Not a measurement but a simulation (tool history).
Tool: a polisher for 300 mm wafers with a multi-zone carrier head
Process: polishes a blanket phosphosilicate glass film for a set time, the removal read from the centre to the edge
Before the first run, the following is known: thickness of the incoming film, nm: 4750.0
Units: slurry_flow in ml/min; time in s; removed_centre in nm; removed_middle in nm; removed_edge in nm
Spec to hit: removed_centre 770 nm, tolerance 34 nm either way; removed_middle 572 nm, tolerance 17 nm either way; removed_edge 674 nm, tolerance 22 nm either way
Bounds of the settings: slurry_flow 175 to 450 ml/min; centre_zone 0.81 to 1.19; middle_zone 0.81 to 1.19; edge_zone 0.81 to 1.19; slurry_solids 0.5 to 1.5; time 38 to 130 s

Run 1, hour 0: slurry_flow 290 ml/min, centre_zone 1, middle_zone 1, edge_zone 1, slurry_solids 1, time 84 s. Result: removed_centre 888.59 nm, removed_middle 871.16 nm, removed_edge 837.23 nm.
Run 2, hour 8.9: slurry_flow 290 ml/min, centre_zone 0.92, middle_zone 1, edge_zone 1, slurry_solids 1, time 84 s. Result: removed_centre 793.43 nm, removed_middle 868.87 nm, removed_edge 861.72 nm.
Run 3, hour 14.8: slurry_flow 280 ml/min, centre_zone 0.97, middle_zone 0.94, edge_zone 1.02, slurry_solids 0.85, time 84 s. Result: removed_centre 808.32 nm, removed_middle 775.78 nm, removed_edge 794.34 nm.
Run 4, hour 19.6: slurry_flow 280 ml/min, centre_zone 0.97, middle_zone 0.94, edge_zone 1.02, slurry_solids 1, time 84 s. Result: removed_centre 847.4 nm, removed_middle 827.51 nm, removed_edge 857.46 nm.
Run 5, hour 20.2: slurry_flow 270 ml/min, centre_zone 1, middle_zone 0.9, edge_zone 1.06, slurry_solids 0.85, time 83 s. Result: removed_centre 799.54 nm, removed_middle 756.61 nm, removed_edge 808.44 nm.
Run 6, hour 26.5: slurry_flow 280 ml/min, centre_zone 1.06, middle_zone 0.87, edge_zone 1.1, slurry_solids 0.75, time 80 s. Result: removed_centre 801.66 nm, removed_middle 673.38 nm, removed_edge 758.76 nm.
Run 7, hour 31.8: slurry_flow 280 ml/min, centre_zone 1.08, middle_zone 0.85, edge_zone 1.1, slurry_solids 0.7, time 80 s. Result: removed_centre 786.22 nm, removed_middle 633.35 nm, removed_edge 726.08 nm.
Run 8, hour 39.1: slurry_flow 280 ml/min, centre_zone 1.09, middle_zone 0.84, edge_zone 1.1, slurry_solids 0.65, time 80 s. Result: removed_centre 766.88 nm, removed_middle 626.83 nm, removed_edge 718.47 nm.
Run 9, hour 42.4: slurry_flow 280 ml/min, centre_zone 1.11, middle_zone 0.83, edge_zone 1.1, slurry_solids 0.6, time 80 s. Result: removed_centre 784.69 nm, removed_middle 592.68 nm, removed_edge 698.17 nm.
Run 10, hour 43.2: slurry_flow 275 ml/min, centre_zone 1.11, middle_zone 0.83, edge_zone 1.09, slurry_solids 0.6, time 80 s. Result: removed_centre 761.1 nm, removed_middle 594.55 nm, removed_edge 687.2 nm.

Which of these 4 next moves meets every target?
Run A, hour 44: slurry_flow 220 ml/min, centre_zone 0.99, middle_zone 0.81, edge_zone 1.08, slurry_solids 0.7, time 79 s. Result: removed_centre ?, removed_middle ?, removed_edge ?.
Run B, hour 44: slurry_flow 245 ml/min, centre_zone 1.12, middle_zone 0.93, edge_zone 1.13, slurry_solids 0.65, time 76 s. Result: removed_centre ?, removed_middle ?, removed_edge ?.
Run C, hour 44: slurry_flow 280 ml/min, centre_zone 1.14, middle_zone 0.82, edge_zone 1.08, slurry_solids 0.7, time 74 s. Result: removed_centre ?, removed_middle ?, removed_edge ?.
Run D, hour 44: slurry_flow 245 ml/min, centre_zone 1.17, middle_zone 0.94, edge_zone 1.04, slurry_solids 0.85, time 68 s. Result: removed_centre ?, removed_middle ?, removed_edge ?.

move  removed_centre  removed_middle  removed_edge
   A          706.34          593.14        719.79
   B           753.3             619        688.53
   C          774.34          568.61        681.77
   D          779.07          617.77        658.54
A: the biggest miss grows against the last run
B: the biggest miss grows against the last run
C: all results in spec
D: the biggest miss grows against the last run
Move C is the one to make.
